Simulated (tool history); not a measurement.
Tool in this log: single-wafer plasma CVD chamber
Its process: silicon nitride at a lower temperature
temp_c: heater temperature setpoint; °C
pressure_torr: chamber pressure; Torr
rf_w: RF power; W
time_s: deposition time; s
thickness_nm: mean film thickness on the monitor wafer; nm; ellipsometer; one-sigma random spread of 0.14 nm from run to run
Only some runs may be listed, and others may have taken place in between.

Run 1, hour 0: temp_c 360 °C, pressure_torr 1.71 Torr, rf_w 260 W, time_s 32.4 s. Result: thickness_nm 35.016 nm.
Run 2, hour 1.8: temp_c 360 °C, pressure_torr 1.82 Torr, rf_w 260 W, time_s 32.4 s. Result: thickness_nm 35.543 nm.
Run 3, hour 8.4: temp_c 360 °C, pressure_torr 1.82 Torr, rf_w 260 W, time_s 32.4 s. Result: thickness_nm 35.675 nm.
Run 4, hour 11.4: temp_c 360 °C, pressure_torr 1.82 Torr, rf_w 260 W, time_s 30.9 s. Result: thickness_nm 33.891 nm.
Run 5, hour 15: temp_c 360 °C, pressure_torr 1.67 Torr, rf_w 260 W, time_s 30.9 s. Result: thickness_nm 33.07 nm.
Run 6, hour 23.2: temp_c 360 °C, pressure_torr 1.67 Torr, rf_w 260 W, time_s 32.4 s. Result: thickness_nm 34.59 nm.
Run 7, hour 29.2: temp_c 360 °C, pressure_torr 2.01 Torr, rf_w 265 W, time_s 32.4 s. Result: thickness_nm 37.7 nm.

Forecast run 8:
Run 8, hour 35.2: temp_c 360 °C, pressure_torr 2.03 Torr, rf_w 265 W, time_s 32.4 s. Result: thickness_nm ?.

{"run 8": {"thickness_nm": 37.608}}
